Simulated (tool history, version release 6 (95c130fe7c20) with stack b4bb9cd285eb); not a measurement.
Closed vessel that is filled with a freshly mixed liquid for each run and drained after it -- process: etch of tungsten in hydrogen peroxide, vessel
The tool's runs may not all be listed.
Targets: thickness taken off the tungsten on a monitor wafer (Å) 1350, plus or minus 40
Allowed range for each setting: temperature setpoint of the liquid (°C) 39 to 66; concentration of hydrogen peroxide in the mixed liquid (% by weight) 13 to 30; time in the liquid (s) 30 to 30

run	day	temperature setpoint of the liquid (°C)	concentration of hydrogen peroxide in the mixed liquid (% by weight)	time in the liquid (s)	thickness taken off the tungsten on a monitor wafer (Å)
1	0	55	26	30	829.32
2	0.296	56.5	26	30	904.14
3	0.55	56.5	29.5	30	964.09
4	0.825	59.5	29.5	30	1144.3
5	1.021	59.5	29.5	30	1134
6	1.321	60	29.5	30	1182
7	1.546	60.5	29.5	30	1200.8
8	1.9	61	29.5	30	1239.8
9	2.254	61.5	29.5	30	1305.3

Pick the move, out of 4, that brings all results within their allowed miss; only one does.
A	2.608	60.5	30	30	?
B	2.608	62.5	25.5	30	?
C	2.608	63.5	29	30	?
D	2.608	62.5	28.5	30	?

move	thickness taken off the tungsten on a monitor wafer (Å)
A	1215.5
B	1256
C	1417.2
D	1327.8
A: misses by more than the last run did
B: misses by more than the last run did
C: takes the result that was furthest off past its target
D: meets every target
Move D is the one to make.
